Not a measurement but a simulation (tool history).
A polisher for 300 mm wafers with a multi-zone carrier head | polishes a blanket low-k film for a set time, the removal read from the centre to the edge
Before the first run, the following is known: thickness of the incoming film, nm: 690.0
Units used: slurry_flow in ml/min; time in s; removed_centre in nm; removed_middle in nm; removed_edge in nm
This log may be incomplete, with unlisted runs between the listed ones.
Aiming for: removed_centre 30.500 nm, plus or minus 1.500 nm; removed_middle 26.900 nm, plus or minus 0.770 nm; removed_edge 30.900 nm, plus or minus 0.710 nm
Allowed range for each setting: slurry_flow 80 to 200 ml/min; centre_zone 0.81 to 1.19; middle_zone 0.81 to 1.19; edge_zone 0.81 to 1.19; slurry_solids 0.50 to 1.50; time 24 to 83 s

run,hour,slurry_flow,centre_zone,middle_zone,edge_zone,slurry_solids,time,removed_centre,removed_middle,removed_edge
1,0.0,130,1.00,1.00,1.00,1.00,53,26.298,26.468,26.263
2,4.1,115,1.00,1.00,1.00,1.00,53,24.285,25.213,25.878
3,9.1,115,1.00,1.00,1.00,1.20,53,27.354,27.472,27.894
4,16.5,115,0.93,1.00,1.00,1.20,53,25.474,27.621,27.958
5,17.9,115,0.93,1.00,1.00,1.20,58,27.027,29.734,30.501
6,25.6,115,0.95,0.98,1.00,1.20,58,28.401,29.983,30.785
7,34.5,95,1.00,0.88,1.02,1.20,58,28.099,25.703,29.733
8,41.5,100,1.00,0.88,1.02,1.20,58,28.627,26.142,30.009
9,46.0,105,1.00,0.88,1.02,1.20,58,28.682,26.636,30.610

5 next moves are on the table. One of them brings every result within its allowed miss. Which?
A,50.5,80,0.96,0.90,1.01,1.45,57,?,?,?
B,50.5,110,1.02,0.85,0.99,1.15,60,?,?,?
C,50.5,100,0.93,0.92,1.05,1.35,55,?,?,?
D,50.5,85,0.97,0.86,1.03,1.00,67,?,?,?
E,50.5,100,0.94,1.00,1.11,1.30,55,?,?,?

move,removed_centre,removed_middle,removed_edge
A,26.208,25.712,29.714
B,30.455,26.442,30.432
C,26.276,26.694,30.031
D,27.413,25.612,30.666
E,26.182,28.037,30.393
A: further off than the last run
B: every result within its allowed miss
C: further off than the last run
D: further off than the last run
E: further off than the last run
The move that meets every target is B.

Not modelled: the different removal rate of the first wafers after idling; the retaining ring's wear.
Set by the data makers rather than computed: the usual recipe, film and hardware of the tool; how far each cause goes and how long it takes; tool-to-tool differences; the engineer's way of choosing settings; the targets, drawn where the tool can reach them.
